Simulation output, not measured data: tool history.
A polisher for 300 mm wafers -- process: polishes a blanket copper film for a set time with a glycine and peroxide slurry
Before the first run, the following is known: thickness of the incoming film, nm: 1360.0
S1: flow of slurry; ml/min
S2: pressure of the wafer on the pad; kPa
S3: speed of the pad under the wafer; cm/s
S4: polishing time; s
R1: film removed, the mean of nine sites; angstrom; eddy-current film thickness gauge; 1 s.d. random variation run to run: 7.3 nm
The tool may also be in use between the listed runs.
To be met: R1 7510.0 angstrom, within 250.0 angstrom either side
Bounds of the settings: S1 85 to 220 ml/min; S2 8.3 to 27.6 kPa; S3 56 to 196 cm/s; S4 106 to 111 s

Run 1, day 0.000: S1 140 ml/min, S2 17.9 kPa, S3 126 cm/s, S4 106 s. Result: R1 5649.0 angstrom.
Run 2, day 0.188: S1 145 ml/min, S2 19.3 kPa, S3 126 cm/s, S4 106 s. Result: R1 6012.3 angstrom.
Run 3, day 0.392: S1 145 ml/min, S2 19.3 kPa, S3 126 cm/s, S4 111 s. Result: R1 6335.4 angstrom.
Run 4, day 0.588: S1 145 ml/min, S2 19.3 kPa, S3 126 cm/s, S4 106 s. Result: R1 6113.1 angstrom.
Run 5, day 0.946: S1 125 ml/min, S2 19.3 kPa, S3 126 cm/s, S4 106 s. Result: R1 5872.2 angstrom.
Run 6, day 1.171: S1 125 ml/min, S2 19.3 kPa, S3 100 cm/s, S4 106 s. Result: R1 4949.6 angstrom.
Run 7, day 1.204: S1 135 ml/min, S2 21.4 kPa, S3 100 cm/s, S4 106 s. Result: R1 5458.9 angstrom.
Run 8, day 1.275: S1 140 ml/min, S2 23.4 kPa, S3 100 cm/s, S4 106 s. Result: R1 5747.7 angstrom.
Run 9, day 1.446: S1 145 ml/min, S2 24.8 kPa, S3 104 cm/s, S4 106 s. Result: R1 6246.2 angstrom.
Run 10, day 1.467: S1 150 ml/min, S2 25.5 kPa, S3 108 cm/s, S4 106 s. Result: R1 6642.8 angstrom.
Run 11, day 1.579: S1 155 ml/min, S2 26.2 kPa, S3 110 cm/s, S4 106 s. Result: R1 7070.3 angstrom.
Run 12, day 1.888: S1 160 ml/min, S2 26.2 kPa, S3 110 cm/s, S4 106 s. Result: R1 7068.8 angstrom.

Exactly one of the 4 candidate moves below puts every result within its allowed miss. Which one?
Run A, day 2.196: S1 190 ml/min, S2 23.4 kPa, S3 100 cm/s, S4 111 s. Result: R1 ?.
Run B, day 2.196: S1 170 ml/min, S2 24.1 kPa, S3 112 cm/s, S4 110 s. Result: R1 ?.
Run C, day 2.196: S1 185 ml/min, S2 27.6 kPa, S3 102 cm/s, S4 111 s. Result: R1 ?.
Run D, day 2.196: S1 200 ml/min, S2 27.6 kPa, S3 88 cm/s, S4 109 s. Result: R1 ?.

move      R1
   A  6326.2
   B  6898.4
   C  7280.7
   D  6433.3
A: further off than the last run
B: further off than the last run
C: all results land within tolerance of their targets
D: further off than the last run
Correct choice: C, which meets every target
